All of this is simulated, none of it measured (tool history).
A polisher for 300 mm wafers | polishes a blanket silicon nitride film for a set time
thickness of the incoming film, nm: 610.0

run  hour  flow of slurry (ml/min)  pressure of the wafer on the pad (psi)  speed of the pad under the wafer (cm/s)  polishing time (s)  film removed (nm)
  1     0                      265                                     4.6                                      142                 100             318.12
  2   1.7                      210                                     4.6                                      142                 100              317.4
  3   9.3                      210                                     3.9                                      130                 100             247.77
  4  10.3                      210                                     3.4                                      124                 100             211.38
  5  14.8                      210                                     3.1                                      120                 100              193.5
  6  18.4                      270                                     3.1                                      120                 100             200.79

The next listed run, before its measurement:
  7  27.1                      270                                     2.8                                      116                 100                  ?

Run 7 gave film removed (nm) 173.86.

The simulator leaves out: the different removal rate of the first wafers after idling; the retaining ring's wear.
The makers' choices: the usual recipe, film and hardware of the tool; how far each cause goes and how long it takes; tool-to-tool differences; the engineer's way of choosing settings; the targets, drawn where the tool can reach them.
